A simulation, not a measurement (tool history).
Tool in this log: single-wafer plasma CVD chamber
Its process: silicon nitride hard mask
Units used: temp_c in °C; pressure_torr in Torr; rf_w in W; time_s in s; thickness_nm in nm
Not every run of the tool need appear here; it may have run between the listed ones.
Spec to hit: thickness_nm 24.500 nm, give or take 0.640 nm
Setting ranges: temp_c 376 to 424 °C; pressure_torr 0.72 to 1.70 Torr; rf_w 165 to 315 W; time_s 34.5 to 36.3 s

{"run": 1, "hour": 0.0, "temp_c": 400, "pressure_torr": 1.21, "rf_w": 240, "time_s": 36.3, "thickness_nm": 31.727}
{"run": 2, "hour": 7.8, "temp_c": 400, "pressure_torr": 1.14, "rf_w": 230, "time_s": 36.1, "thickness_nm": 30.077}
{"run": 3, "hour": 10.4, "temp_c": 400, "pressure_torr": 1.14, "rf_w": 230, "time_s": 36.3, "thickness_nm": 30.364}
{"run": 4, "hour": 18.1, "temp_c": 400, "pressure_torr": 1.08, "rf_w": 220, "time_s": 36.1, "thickness_nm": 28.708}
{"run": 5, "hour": 24.9, "temp_c": 400, "pressure_torr": 1.18, "rf_w": 220, "time_s": 36.1, "thickness_nm": 29.714}
{"run": 6, "hour": 32.5, "temp_c": 400, "pressure_torr": 1.1, "rf_w": 215, "time_s": 36.0, "thickness_nm": 28.399}
{"run": 7, "hour": 38.4, "temp_c": 400, "pressure_torr": 1.04, "rf_w": 210, "time_s": 35.9, "thickness_nm": 27.49}
{"run": 8, "hour": 42.3, "temp_c": 400, "pressure_torr": 0.99, "rf_w": 205, "time_s": 35.8, "thickness_nm": 26.424}
{"run": 9, "hour": 44.5, "temp_c": 400, "pressure_torr": 0.95, "rf_w": 205, "time_s": 35.8, "thickness_nm": 26.081}
{"run": 10, "hour": 47.0, "temp_c": 400, "pressure_torr": 0.92, "rf_w": 205, "time_s": 35.8, "thickness_nm": 25.736}
{"run": 11, "hour": 49.0, "temp_c": 400, "pressure_torr": 0.9, "rf_w": 205, "time_s": 35.8, "thickness_nm": 25.484}
{"run": 12, "hour": 54.9, "temp_c": 400, "pressure_torr": 0.88, "rf_w": 205, "time_s": 35.8, "thickness_nm": 25.02}

Consider the 5 candidate settings below. Which is the only one whose results all fall within their allowed miss of target?
{"run": "A", "hour": 60.8, "temp_c": 400, "pressure_torr": 0.72, "rf_w": 240, "time_s": 34.6, "thickness_nm": "?"}
{"run": "B", "hour": 60.8, "temp_c": 394, "pressure_torr": 1.02, "rf_w": 205, "time_s": 34.5, "thickness_nm": "?"}
{"run": "C", "hour": 60.8, "temp_c": 395, "pressure_torr": 0.9, "rf_w": 210, "time_s": 36.3, "thickness_nm": "?"}
{"run": "D", "hour": 60.8, "temp_c": 402, "pressure_torr": 0.96, "rf_w": 200, "time_s": 35.8, "thickness_nm": "?"}
{"run": "E", "hour": 60.8, "temp_c": 401, "pressure_torr": 0.92, "rf_w": 205, "time_s": 36.3, "thickness_nm": "?"}

move=A thickness_nm=24.506
move=B thickness_nm=25.710
move=C thickness_nm=26.153
move=D thickness_nm=25.618
move=E thickness_nm=25.937
A: all results in spec
B: its largest miss is bigger than the last run's
C: its largest miss is bigger than the last run's
D: its largest miss is bigger than the last run's
E: its largest miss is bigger than the last run's
Correct choice: A, which meets every target
